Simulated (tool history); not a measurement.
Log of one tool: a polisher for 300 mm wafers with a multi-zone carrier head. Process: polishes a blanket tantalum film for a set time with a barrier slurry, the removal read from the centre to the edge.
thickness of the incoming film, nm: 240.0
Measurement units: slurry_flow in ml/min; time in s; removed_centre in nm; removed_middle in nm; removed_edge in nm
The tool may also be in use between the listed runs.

run  hour  slurry_flow  centre_zone  middle_zone  edge_zone  slurry_solids  time  removed_centre  removed_middle  removed_edge
  1   0.0          140         1.00         1.00       1.00           1.00    53          97.003          88.584        88.964
  2   6.4          155         1.01         1.02       1.00           1.00    53          96.722          91.991        88.089
  3  14.9          155         1.01         1.02       1.00           1.00    44          80.744          76.326        74.017
  4  15.5          155         1.01         1.02       1.00           1.15    44          83.640          78.443        76.763
  5  21.8          155         1.01         1.02       1.00           1.05    44          81.728          75.749        74.643
  6  28.9          155         1.01         0.95       1.00           1.05    44          82.374          73.120        74.372
  7  37.4          165         1.03         0.99       1.01           1.15    45          87.814          81.056        79.575
  8  45.6          170         1.06         1.01       1.02           1.25    45          92.827          83.610        83.358

Run 9 comes next. What will it give?
  9  54.2          180         1.08         1.04       1.02           1.30    45               ?               ?             ?

Run 9 yielded removed_centre 94.158 nm, removed_middle 86.319 nm, removed_edge 83.297 nm.
